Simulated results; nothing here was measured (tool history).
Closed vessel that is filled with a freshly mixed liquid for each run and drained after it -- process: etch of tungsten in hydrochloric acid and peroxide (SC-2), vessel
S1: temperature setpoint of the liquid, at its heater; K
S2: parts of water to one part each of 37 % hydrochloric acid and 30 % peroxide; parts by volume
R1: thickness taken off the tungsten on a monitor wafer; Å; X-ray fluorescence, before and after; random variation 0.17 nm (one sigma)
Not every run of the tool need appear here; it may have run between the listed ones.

Run 1, day 0: S1 338.15 K, S2 5 parts by volume, time in the liquid (s) 95. Result: R1 842.29 Å.
Run 2, day 0.158: S1 338.15 K, S2 6.5 parts by volume, time in the liquid (s) 95. Result: R1 695.44 Å.
Run 3, day 0.312: S1 338.15 K, S2 6.5 parts by volume, time in the liquid (s) 105. Result: R1 771 Å.
Run 4, day 0.475: S1 337.65 K, S2 6.5 parts by volume, time in the liquid (s) 105. Result: R1 747.37 Å.
Run 5, day 0.658: S1 337.15 K, S2 6.5 parts by volume, time in the liquid (s) 105. Result: R1 724.11 Å.
Run 6, day 0.783: S1 336.65 K, S2 6.5 parts by volume, time in the liquid (s) 105. Result: R1 701.28 Å.
Run 7, day 0.821: S1 336.15 K, S2 6.5 parts by volume, time in the liquid (s) 105. Result: R1 678.48 Å.
Run 8, day 0.933: S1 335.65 K, S2 6.5 parts by volume, time in the liquid (s) 105. Result: R1 661.84 Å.
Run 9, day 1.175: S1 335.15 K, S2 6.5 parts by volume, time in the liquid (s) 105. Result: R1 642.58 Å.
Run 10, day 1.217: S1 334.65 K, S2 6.5 parts by volume, time in the liquid (s) 105. Result: R1 620.63 Å.

Predict the results of run 11:
Run 11, day 1.442: S1 334.15 K, S2 6.5 parts by volume, time in the liquid (s) 105. Result: R1 ?.

R1: 602.95 Å

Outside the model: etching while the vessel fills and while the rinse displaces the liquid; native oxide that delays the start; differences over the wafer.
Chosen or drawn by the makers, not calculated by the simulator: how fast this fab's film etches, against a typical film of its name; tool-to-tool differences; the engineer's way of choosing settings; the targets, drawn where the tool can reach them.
